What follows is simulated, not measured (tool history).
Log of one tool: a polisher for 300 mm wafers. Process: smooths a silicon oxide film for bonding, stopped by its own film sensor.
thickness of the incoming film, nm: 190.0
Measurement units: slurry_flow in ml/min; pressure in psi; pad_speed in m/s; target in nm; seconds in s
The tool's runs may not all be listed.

run 1 hour=0.0 | slurry_flow=255 pressure=2.3 pad_speed=1.06 slurry_solids=1.0 target=173 | seconds=26.300
run 2 hour=1.5 | slurry_flow=255 pressure=2.5 pad_speed=1.08 slurry_solids=1.0 target=173 | seconds=24.258
run 3 hour=4.1 | slurry_flow=235 pressure=2.5 pad_speed=1.08 slurry_solids=1.0 target=173 | seconds=23.856
run 4 hour=11.1 | slurry_flow=235 pressure=2.5 pad_speed=0.86 slurry_solids=1.0 target=173 | seconds=29.597
run 5 hour=19.3 | slurry_flow=235 pressure=2.7 pad_speed=0.88 slurry_solids=1.0 target=173 | seconds=26.965
run 6 hour=21.3 | slurry_flow=235 pressure=2.9 pad_speed=0.90 slurry_solids=1.0 target=173 | seconds=23.868
run 7 hour=29.1 | slurry_flow=235 pressure=3.0 pad_speed=0.90 slurry_solids=1.0 target=173 | seconds=22.924

For run 8, what comes out?
run 8 hour=34.6 | slurry_flow=235 pressure=3.1 pad_speed=0.90 slurry_solids=1.0 target=173 | seconds=?

seconds: 22.647 s
